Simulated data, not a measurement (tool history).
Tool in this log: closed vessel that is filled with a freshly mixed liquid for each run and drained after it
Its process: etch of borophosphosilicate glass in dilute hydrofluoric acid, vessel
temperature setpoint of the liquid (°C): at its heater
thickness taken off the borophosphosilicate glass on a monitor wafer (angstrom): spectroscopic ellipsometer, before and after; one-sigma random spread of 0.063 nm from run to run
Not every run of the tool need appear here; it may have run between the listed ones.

| run | hour | temperature setpoint of the liquid (°C) | parts of water to one part of 49 % hydrofluoric acid (parts by volume) | time in the liquid (s) | thickness taken off the borophosphosilicate glass on a monitor wafer (angstrom) |
|---|---|---|---|---|---|
| 1 | 0.0 | 23.0 | 220 | 85 | 193.21 |
| 2 | 7.1 | 22.0 | 220 | 85 | 186.47 |
| 3 | 12.9 | 22.0 | 155 | 85 | 280.96 |
| 4 | 15.4 | 20.5 | 170 | 85 | 237.72 |
| 5 | 21.4 | 19.5 | 180 | 85 | 214.91 |
| 6 | 22.6 | 19.5 | 180 | 85 | 214.75 |
| 7 | 25.6 | 19.0 | 185 | 85 | 204.98 |

What will run 8 give?
| 8 | 26.8 | 18.5 | 190 | 85 | ? |

thickness taken off the borophosphosilicate glass on a monitor wafer (angstrom): 194.08
